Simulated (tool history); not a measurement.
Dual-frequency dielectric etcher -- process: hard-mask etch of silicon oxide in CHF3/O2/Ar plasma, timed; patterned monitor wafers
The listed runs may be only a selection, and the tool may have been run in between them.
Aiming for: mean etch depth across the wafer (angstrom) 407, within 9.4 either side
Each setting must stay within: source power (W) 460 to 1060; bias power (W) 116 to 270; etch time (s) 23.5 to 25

run	hour	source power (W)	bias power (W)	etch time (s)	mean etch depth across the wafer (angstrom)
1	0	760	193	23.5	506.94
2	6.2	700	183	23.5	484.81
3	9.4	700	207	23.5	504.35
4	11.6	700	185	23.5	484.1
5	13.7	650	177	23.5	458.57
6	14.8	610	175	23.5	457.77
7	20.7	580	168	23.5	440.7
8	28.3	560	165	23.5	433.41
9	35.9	540	163	23.5	423.27

Which of these 5 next moves meets every target?
A	43.5	510	179	23.5	?
B	43.5	560	159	24	?
C	43.5	500	173	23.5	?
D	43.5	470	178	24	?
E	43.5	540	126	25	?

move	mean etch depth across the wafer (angstrom)
A	436.08
B	436.66
C	427.76
D	434.19
E	410.68
A: lands further from the targets than the last run did
B: lands further from the targets than the last run did
C: lands further from the targets than the last run did
D: lands further from the targets than the last run did
E: all results in spec
The move that meets every target is E.
